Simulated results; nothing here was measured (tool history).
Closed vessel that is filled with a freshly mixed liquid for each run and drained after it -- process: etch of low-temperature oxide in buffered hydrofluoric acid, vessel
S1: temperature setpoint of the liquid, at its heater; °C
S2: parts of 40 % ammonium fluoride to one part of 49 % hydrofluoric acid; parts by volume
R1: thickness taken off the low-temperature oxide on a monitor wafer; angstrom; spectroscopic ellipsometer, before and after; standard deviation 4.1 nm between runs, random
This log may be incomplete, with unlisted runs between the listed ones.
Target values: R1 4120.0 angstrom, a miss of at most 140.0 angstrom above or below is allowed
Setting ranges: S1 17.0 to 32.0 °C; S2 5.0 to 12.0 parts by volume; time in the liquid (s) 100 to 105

{"run": 1, "day": 0.0, "S1": 24.0, "S2": 7.0, "time in the liquid (s)": 100, "R1": 5879.0}
{"run": 2, "day": 0.046, "S1": 24.0, "S2": 7.0, "time in the liquid (s)": 105, "R1": 6100.6}
{"run": 3, "day": 0.217, "S1": 22.5, "S2": 7.0, "time in the liquid (s)": 105, "R1": 5757.6}
{"run": 4, "day": 0.275, "S1": 21.0, "S2": 7.0, "time in the liquid (s)": 105, "R1": 5264.7}
{"day": 0.554, "done": "thermometer replaced"}
{"run": 5, "day": 0.554, "S1": 20.0, "S2": 7.0, "time in the liquid (s)": 105, "R1": 5504.9}
{"run": 6, "day": 0.629, "S1": 19.5, "S2": 7.5, "time in the liquid (s)": 105, "R1": 5036.2}
{"run": 7, "day": 0.792, "S1": 19.0, "S2": 8.0, "time in the liquid (s)": 105, "R1": 4576.1}
{"run": 8, "day": 1.017, "S1": 18.5, "S2": 8.0, "time in the liquid (s)": 105, "R1": 4412.0}
{"run": 9, "day": 1.392, "S1": 18.0, "S2": 8.0, "time in the liquid (s)": 105, "R1": 4277.7}

4 next moves are on the table. One of them brings every result within its allowed miss. Which?
{"run": "A", "day": 1.767, "S1": 17.0, "S2": 7.0, "time in the liquid (s)": 100, "R1": "?"}
{"run": "B", "day": 1.767, "S1": 18.0, "S2": 7.5, "time in the liquid (s)": 100, "R1": "?"}
{"run": "C", "day": 1.767, "S1": 17.0, "S2": 7.0, "time in the liquid (s)": 105, "R1": "?"}
{"run": "D", "day": 1.767, "S1": 18.5, "S2": 8.0, "time in the liquid (s)": 100, "R1": "?"}

move=A R1=4419.5
move=B R1=4342.1
move=C R1=4640.4
move=D R1=4165.3
A: the biggest miss grows against the last run
B: the biggest miss grows against the last run
C: the biggest miss grows against the last run
D: every result within its allowed miss
Go with D: it meets all targets.
